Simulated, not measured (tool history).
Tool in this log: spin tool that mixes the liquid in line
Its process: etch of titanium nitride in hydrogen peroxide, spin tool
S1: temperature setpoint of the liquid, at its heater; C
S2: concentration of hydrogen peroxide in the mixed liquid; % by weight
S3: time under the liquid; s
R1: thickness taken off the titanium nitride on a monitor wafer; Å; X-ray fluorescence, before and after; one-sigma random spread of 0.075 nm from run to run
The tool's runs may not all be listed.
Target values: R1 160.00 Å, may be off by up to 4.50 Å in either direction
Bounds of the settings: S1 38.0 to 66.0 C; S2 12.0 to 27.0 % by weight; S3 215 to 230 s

run  hour    S1    S2   S3      R1
  1   0.0  54.0  18.0  215  135.57
  2   7.5  54.5  18.0  215  140.06
  3  15.3  55.0  18.0  215  145.66
  4  22.7  62.0  18.0  215  234.12
  5  25.1  65.0  18.0  215  284.15
  6  32.0  64.0  18.0  215  266.02
  7  37.3  63.0  18.0  215  248.56
  8  44.1  62.0  18.0  215  233.22
  9  52.1  55.5  18.0  215  150.38

Pick the move, out of 4, that brings all results within their allowed miss; only one does.
  A  60.1  54.5  19.5  215   ?
  B  60.1  55.0  19.5  215   ?
  C  60.1  54.0  20.5  220   ?
  D  60.1  57.0  15.0  215   ?

move      R1
   A  142.63
   B  147.66
   C  142.47
   D  160.28
A: lands further from the targets than the last run did
B: lands further from the targets than the last run did
C: lands further from the targets than the last run did
D: in spec on every target
So the answer is move D, the one that meets all the targets.
